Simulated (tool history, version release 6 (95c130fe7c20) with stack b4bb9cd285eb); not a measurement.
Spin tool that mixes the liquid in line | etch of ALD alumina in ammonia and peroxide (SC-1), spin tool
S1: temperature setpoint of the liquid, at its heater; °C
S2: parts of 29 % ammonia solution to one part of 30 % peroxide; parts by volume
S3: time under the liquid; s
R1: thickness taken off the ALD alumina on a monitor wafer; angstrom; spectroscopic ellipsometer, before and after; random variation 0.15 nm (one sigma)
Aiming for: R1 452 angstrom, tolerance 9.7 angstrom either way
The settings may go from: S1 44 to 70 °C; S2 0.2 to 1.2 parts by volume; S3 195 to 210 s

run 1 hour=0 | S1=60 S2=0.8 S3=195 | R1=306.08
run 2 hour=2.1 | S1=61 S2=0.8 S3=195 | R1=322.28
run 3 hour=3.3 | S1=61 S2=1.05 S3=195 | R1=331.64
run 4 hour=11.1 | S1=57 S2=1.05 S3=195 | R1=266.94
run 5 hour=17.3 | S1=58.5 S2=1.05 S3=195 | R1=290.3
run 6 hour=24.2 | S1=59.5 S2=1.05 S3=195 | R1=305.48
run 7 hour=27 | S1=60.5 S2=1.05 S3=195 | R1=323.58
run 8 hour=29.1 | S1=61.5 S2=1.05 S3=195 | R1=337.49
run 9 hour=37.1 | S1=68.5 S2=1.05 S3=195 | R1=478.94
run 10 hour=43.9 | S1=68 S2=1.05 S3=195 | R1=470.23

Pick the move, out of 5, that brings all results within their allowed miss; only one does.
run A hour=50.7 | S1=65.5 S2=1.05 S3=205 | R1=?
run B hour=50.7 | S1=66.5 S2=1 S3=205 | R1=?
run C hour=50.7 | S1=66 S2=1.05 S3=195 | R1=?
run D hour=50.7 | S1=66.5 S2=0.7 S3=200 | R1=?
run E hour=50.7 | S1=66 S2=0.95 S3=200 | R1=?

move=A R1=434.12
move=B R1=453.95
move=C R1=423.26
move=D R1=428.25
move=E R1=430.04
A: pushes the last run's worst result past its target
B: meets every target
C: pushes the last run's worst result past its target
D: pushes the last run's worst result past its target
E: pushes the last run's worst result past its target
Correct choice: B, which meets every target

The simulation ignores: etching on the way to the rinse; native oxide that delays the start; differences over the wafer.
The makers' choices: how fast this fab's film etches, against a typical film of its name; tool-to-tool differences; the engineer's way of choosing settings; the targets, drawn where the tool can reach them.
